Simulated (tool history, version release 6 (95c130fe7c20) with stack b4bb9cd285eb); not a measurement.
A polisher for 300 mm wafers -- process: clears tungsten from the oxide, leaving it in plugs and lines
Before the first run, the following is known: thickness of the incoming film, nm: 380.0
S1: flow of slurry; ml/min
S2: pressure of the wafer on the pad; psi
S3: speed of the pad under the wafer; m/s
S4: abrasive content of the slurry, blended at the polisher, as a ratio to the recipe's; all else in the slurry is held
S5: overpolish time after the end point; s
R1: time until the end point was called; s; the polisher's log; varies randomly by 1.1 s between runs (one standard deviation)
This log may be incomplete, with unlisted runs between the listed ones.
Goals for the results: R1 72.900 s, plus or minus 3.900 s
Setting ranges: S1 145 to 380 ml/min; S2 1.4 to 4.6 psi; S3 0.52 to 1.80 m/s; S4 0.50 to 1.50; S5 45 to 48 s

Run 1, day 0.000: S1 245 ml/min, S2 3.0 psi, S3 1.16 m/s, S4 1.00, S5 45 s. Result: R1 99.439 s.
Run 2, day 0.317: S1 245 ml/min, S2 3.2 psi, S3 1.16 m/s, S4 1.00, S5 45 s. Result: R1 94.224 s.
Run 3, day 0.412: S1 245 ml/min, S2 3.2 psi, S3 1.16 m/s, S4 1.00, S5 48 s. Result: R1 92.257 s.
Run 4, day 0.571: S1 245 ml/min, S2 3.2 psi, S3 1.16 m/s, S4 1.00, S5 45 s. Result: R1 93.161 s.
Run 5, day 0.721: S1 245 ml/min, S2 3.4 psi, S3 1.16 m/s, S4 1.00, S5 45 s. Result: R1 92.577 s.
Run 6, day 0.833: S1 245 ml/min, S2 3.6 psi, S3 1.18 m/s, S4 1.00, S5 45 s. Result: R1 85.168 s.
Run 7, day 0.871: S1 245 ml/min, S2 3.7 psi, S3 1.20 m/s, S4 1.00, S5 45 s. Result: R1 84.329 s.
Run 8, day 1.108: S1 245 ml/min, S2 3.8 psi, S3 1.22 m/s, S4 1.00, S5 45 s. Result: R1 79.789 s.

5 next moves are on the table. One of them brings every result within its allowed miss. Which?
Run A, day 1.346: S1 275 ml/min, S2 3.9 psi, S3 1.20 m/s, S4 0.95, S5 45 s. Result: R1 ?.
Run B, day 1.346: S1 285 ml/min, S2 4.1 psi, S3 1.26 m/s, S4 0.95, S5 46 s. Result: R1 ?.
Run C, day 1.346: S1 215 ml/min, S2 3.7 psi, S3 1.22 m/s, S4 1.15, S5 46 s. Result: R1 ?.
Run D, day 1.346: S1 180 ml/min, S2 4.4 psi, S3 1.20 m/s, S4 0.70, S5 48 s. Result: R1 ?.
Run E, day 1.346: S1 235 ml/min, S2 3.6 psi, S3 1.22 m/s, S4 1.00, S5 45 s. Result: R1 ?.

move      R1
   A  79.624
   B  73.878
   C  80.789
   D  81.223
   E  84.125
A: about as far from the targets as the last run
B: all results in spec
C: the biggest miss grows against the last run
D: the biggest miss grows against the last run
E: the biggest miss grows against the last run
Go with B: it meets all targets.
